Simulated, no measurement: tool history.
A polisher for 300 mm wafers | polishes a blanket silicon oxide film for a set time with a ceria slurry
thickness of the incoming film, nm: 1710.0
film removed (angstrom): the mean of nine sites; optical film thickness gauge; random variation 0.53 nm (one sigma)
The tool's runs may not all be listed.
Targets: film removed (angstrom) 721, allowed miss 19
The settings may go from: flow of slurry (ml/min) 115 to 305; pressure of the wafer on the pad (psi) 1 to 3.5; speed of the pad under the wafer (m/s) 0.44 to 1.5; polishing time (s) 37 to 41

run  hour  flow of slurry (ml/min)  pressure of the wafer on the pad (psi)  speed of the pad under the wafer (m/s)  polishing time (s)  film removed (angstrom)
  1     0                      195                                     2.2                                    0.96                  41                   1169.9
  2   2.8                      160                                     2.2                                    0.96                  41                   1139.3
  3   3.7                      160                                     2.2                                    0.96                  37                   1022.7
  4  11.3                      150                                       2                                    0.96                  37                   926.99
  5  19.4                      115                                       2                                    0.96                  37                   896.07
  6  22.1                      115                                     1.9                                    0.96                  37                   851.88
  7  26.7                      115                                     1.8                                    0.96                  37                   809.88
  8  29.6                      115                                     1.7                                    0.96                  37                   769.64

4 next moves are on the table. One of them brings every result within its allowed miss. Which?
  A  32.5                      155                                     2.3                                    0.74                  37                        ?
  B  32.5                      115                                     1.6                                    1.04                  40                        ?
  C  32.5                      140                                     1.6                                    0.92                  37                        ?
  D  32.5                      125                                     1.7                                    1.02                  38                        ?

move  film removed (angstrom)
   A                   860.08
   B                   856.31
   C                   726.86
   D                   855.73
A: further off than the last run
B: further off than the last run
C: meets every target
D: further off than the last run
Answer: C

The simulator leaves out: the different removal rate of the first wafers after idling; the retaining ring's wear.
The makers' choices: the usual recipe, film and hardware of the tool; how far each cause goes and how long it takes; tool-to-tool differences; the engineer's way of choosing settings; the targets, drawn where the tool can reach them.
